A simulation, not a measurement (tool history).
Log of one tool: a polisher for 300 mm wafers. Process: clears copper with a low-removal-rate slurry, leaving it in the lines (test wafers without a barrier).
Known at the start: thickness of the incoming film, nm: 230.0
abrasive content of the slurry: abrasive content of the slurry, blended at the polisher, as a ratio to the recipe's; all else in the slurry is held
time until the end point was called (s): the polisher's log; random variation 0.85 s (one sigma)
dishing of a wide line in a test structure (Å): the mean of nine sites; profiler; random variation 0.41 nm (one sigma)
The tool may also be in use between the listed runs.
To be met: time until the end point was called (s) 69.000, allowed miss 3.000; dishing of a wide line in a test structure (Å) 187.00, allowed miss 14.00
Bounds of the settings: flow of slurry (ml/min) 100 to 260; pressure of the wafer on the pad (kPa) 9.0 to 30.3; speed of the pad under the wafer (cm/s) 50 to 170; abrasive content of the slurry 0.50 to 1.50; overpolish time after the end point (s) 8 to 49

| run | day | flow of slurry (ml/min) | pressure of the wafer on the pad (kPa) | speed of the pad under the wafer (cm/s) | abrasive content of the slurry | overpolish time after the end point (s) | time until the end point was called (s) | dishing of a wide line in a test structure (Å) |
|---|---|---|---|---|---|---|---|---|
| 1 | 0.000 | 165 | 19.3 | 110 | 1.00 | 25 | 89.151 | 384.49 |
| 2 | 0.133 | 165 | 19.3 | 84 | 1.00 | 25 | 118.010 | 320.60 |
| 3 | 0.346 | 130 | 19.3 | 84 | 1.00 | 25 | 124.910 | 297.74 |
| 4 | 0.575 | 125 | 20.0 | 94 | 0.90 | 22 | 109.500 | 300.38 |
| 5 | 0.867 | 120 | 19.3 | 102 | 1.00 | 19 | 105.420 | 272.83 |
|  | 1.000 | worn pad replaced by a new one |
| 6 | 1.000 | 120 | 19.3 | 102 | 1.00 | 12 | 99.715 | 198.80 |
| 7 | 1.271 | 135 | 19.3 | 104 | 1.10 | 11 | 94.020 | 184.35 |
| 8 | 1.321 | 145 | 20.0 | 104 | 1.10 | 11 | 89.808 | 195.44 |
| 9 | 1.633 | 155 | 20.7 | 104 | 1.15 | 10 | 84.551 | 188.51 |

Which of these 5 next moves meets every target?
| A | 1.946 | 190 | 17.9 | 126 | 1.30 | 11 | ? | ? |
| B | 1.946 | 150 | 17.9 | 94 | 1.25 | 12 | ? | ? |
| C | 1.946 | 185 | 22.1 | 116 | 1.15 | 8 | ? | ? |
| D | 1.946 | 140 | 17.2 | 84 | 1.05 | 15 | ? | ? |
| E | 1.946 | 145 | 22.1 | 108 | 1.20 | 8 | ? | ? |

| move | time until the end point was called (s) | dishing of a wide line in a test structure (Å) |
|---|---|---|
| A | 73.992 | 232.19 |
| B | 103.160 | 187.08 |
| C | 69.150 | 187.21 |
| D | 124.820 | 192.36 |
| E | 76.681 | 170.49 |
A: nearer than the last run, and not there yet
B: further off than the last run
C: meets every target
D: further off than the last run
E: nearer than the last run, and not there yet
Move C is the one to make.

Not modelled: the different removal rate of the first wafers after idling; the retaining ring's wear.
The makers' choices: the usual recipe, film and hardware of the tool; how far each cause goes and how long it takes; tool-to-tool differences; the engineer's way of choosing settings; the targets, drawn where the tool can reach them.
